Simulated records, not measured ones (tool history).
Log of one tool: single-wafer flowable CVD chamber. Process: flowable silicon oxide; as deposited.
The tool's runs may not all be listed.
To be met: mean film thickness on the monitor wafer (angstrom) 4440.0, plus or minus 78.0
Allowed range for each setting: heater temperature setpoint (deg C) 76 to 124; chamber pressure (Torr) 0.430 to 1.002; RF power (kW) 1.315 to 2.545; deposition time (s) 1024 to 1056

| run | hour | heater temperature setpoint (deg C) | chamber pressure (Torr) | RF power (kW) | deposition time (s) | mean film thickness on the monitor wafer (angstrom) |
|---|---|---|---|---|---|---|
| 1 | 0.0 | 100 | 0.716 | 1.930 | 1024 | 5072.8 |
| 2 | 1.8 | 101 | 0.716 | 1.930 | 1024 | 4885.3 |
| 3 | 3.5 | 101 | 0.716 | 1.765 | 1024 | 4750.7 |
| 4 | 11.9 | 101 | 0.793 | 1.765 | 1024 | 5225.4 |
| 5 | 18.7 | 102 | 0.793 | 1.765 | 1024 | 5027.8 |
| 6 | 20.7 | 102 | 0.793 | 1.765 | 1024 | 5038.4 |
| 7 | 21.6 | 107 | 0.793 | 1.765 | 1024 | 4168.2 |
| 8 | 23.3 | 106 | 0.793 | 1.765 | 1024 | 4322.3 |
| 9 | 32.1 | 106 | 0.793 | 1.765 | 1024 | 4319.3 |

Which one of the following 5 next-run settings gets every result inside its allowed miss? There is exactly one.
| A | 40.9 | 103 | 0.671 | 1.920 | 1024 | ? |
| B | 40.9 | 102 | 0.659 | 1.675 | 1056 | ? |
| C | 40.9 | 108 | 0.856 | 1.910 | 1024 | ? |
| D | 40.9 | 103 | 0.681 | 1.765 | 1024 | ? |
| E | 40.9 | 106 | 0.817 | 1.585 | 1024 | ? |

| move | mean film thickness on the monitor wafer (angstrom) |
|---|---|
| A | 4250.6 |
| B | 4253.4 |
| C | 4459.1 |
| D | 4184.5 |
| E | 4251.4 |
A: moves away from the targets compared with the last run
B: moves away from the targets compared with the last run
C: every result within its allowed miss
D: moves away from the targets compared with the last run
E: moves away from the targets compared with the last run
Go with C: it meets all targets.
